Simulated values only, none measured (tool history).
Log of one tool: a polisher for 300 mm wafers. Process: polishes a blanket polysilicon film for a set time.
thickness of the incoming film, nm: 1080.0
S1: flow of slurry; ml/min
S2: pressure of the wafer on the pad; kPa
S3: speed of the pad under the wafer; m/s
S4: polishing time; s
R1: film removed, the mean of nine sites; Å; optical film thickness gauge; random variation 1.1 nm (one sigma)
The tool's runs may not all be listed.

run	day	S1	S2	S3	S4	R1
1	0	225	21.4	0.84	26	2025.7
2	0.225	225	18.6	0.84	26	1802.6
3	0.417	225	16.5	0.84	26	1660.4
4	0.521	225	16.5	0.7	26	1373.4
5	0.771	225	11.7	0.7	26	1079.9
6	1.108	230	12.4	0.7	26	1138.9

The next listed run, before its measurement:
7	1.446	240	13.1	0.7	26	?

{"run 7": {"R1": 1186.8}}

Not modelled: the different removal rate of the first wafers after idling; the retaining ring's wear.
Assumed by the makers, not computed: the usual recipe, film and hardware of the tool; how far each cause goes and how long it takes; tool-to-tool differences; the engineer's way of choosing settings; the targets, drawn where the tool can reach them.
